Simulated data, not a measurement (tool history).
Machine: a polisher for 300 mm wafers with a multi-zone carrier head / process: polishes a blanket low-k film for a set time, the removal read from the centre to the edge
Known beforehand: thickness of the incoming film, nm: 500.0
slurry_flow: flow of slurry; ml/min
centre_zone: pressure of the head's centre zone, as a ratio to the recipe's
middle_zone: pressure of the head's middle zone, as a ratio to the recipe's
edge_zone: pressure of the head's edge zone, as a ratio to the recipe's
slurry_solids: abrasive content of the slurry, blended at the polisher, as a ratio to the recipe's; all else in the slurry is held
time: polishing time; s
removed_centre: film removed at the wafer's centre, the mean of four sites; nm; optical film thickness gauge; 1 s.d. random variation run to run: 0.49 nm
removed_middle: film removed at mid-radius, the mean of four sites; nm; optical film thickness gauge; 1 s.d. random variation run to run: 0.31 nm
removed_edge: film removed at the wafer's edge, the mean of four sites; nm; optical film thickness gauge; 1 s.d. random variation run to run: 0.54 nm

run,day,slurry_flow,centre_zone,middle_zone,edge_zone,slurry_solids,time,removed_centre,removed_middle,removed_edge
1,0.000,180,1.00,1.00,1.00,1.00,74,37.509,38.389,38.108
2,0.233,180,0.94,1.00,1.00,1.00,74,36.583,38.634,38.271
3,0.429,200,0.94,1.00,1.00,1.00,74,36.609,39.160,38.824
4,0.704,200,0.94,1.00,1.00,1.10,74,39.094,41.324,40.011
5,0.738,200,0.94,1.00,1.00,1.10,64,33.502,35.745,35.358
6,0.788,200,0.94,1.00,1.06,1.10,64,33.063,35.858,36.175
7,0.954,205,0.97,0.98,1.08,1.20,66,37.862,38.318,38.259
8,1.067,200,0.96,0.95,1.10,1.25,69,39.056,39.435,42.397
9,1.196,205,0.98,0.95,1.11,1.30,70,41.179,40.770,44.191
10,1.300,210,1.00,0.95,1.12,1.35,70,43.348,41.921,44.864
11,1.504,210,1.00,0.95,1.12,1.35,70,43.133,41.529,44.245
12,1.738,215,1.01,0.95,1.13,1.40,71,44.783,43.681,45.731
13,1.938,245,1.07,0.90,1.19,1.50,74,50.301,45.067,51.926

Run 14 comes next. What will it give?
14,1.988,250,1.07,0.91,1.18,1.50,74,?,?,?

removed_centre: 51.609 nm
removed_middle: 45.363 nm
removed_edge: 50.633 nm
